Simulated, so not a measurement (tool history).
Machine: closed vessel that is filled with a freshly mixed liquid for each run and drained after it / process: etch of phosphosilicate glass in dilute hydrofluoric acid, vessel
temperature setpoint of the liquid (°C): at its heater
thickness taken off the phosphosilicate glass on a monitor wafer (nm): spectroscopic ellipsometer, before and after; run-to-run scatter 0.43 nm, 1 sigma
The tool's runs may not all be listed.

run    day  temperature setpoint of the liquid (°C)  parts of water to one part of 49 % hydrofluoric acid (parts by volume)  time in the liquid (s)  thickness taken off the phosphosilicate glass on a monitor wafer (nm)
  1      0                                       21                                                                     200                     320                                                                 78.381
  2  0.388                                       19                                                                     200                     320                                                                 72.361
  3  0.458                                       19                                                                     200                     320                                                                 72.876
  4  0.512                                       19                                                                     200                     320                                                                 72.293
  5  0.746                                       19                                                                     135                     320                                                                 114.14
  6   0.85                                     18.5                                                                     155                     320                                                                 94.004
  7  1.142                                       18                                                                     170                     320                                                                 84.682

Estimate the outcome of run 8 from the log above:
  8  1.354                                       18                                                                     180                     320                                                                      ?

Run 8 yielded thickness taken off the phosphosilicate glass on a monitor wafer (nm) 78.301.
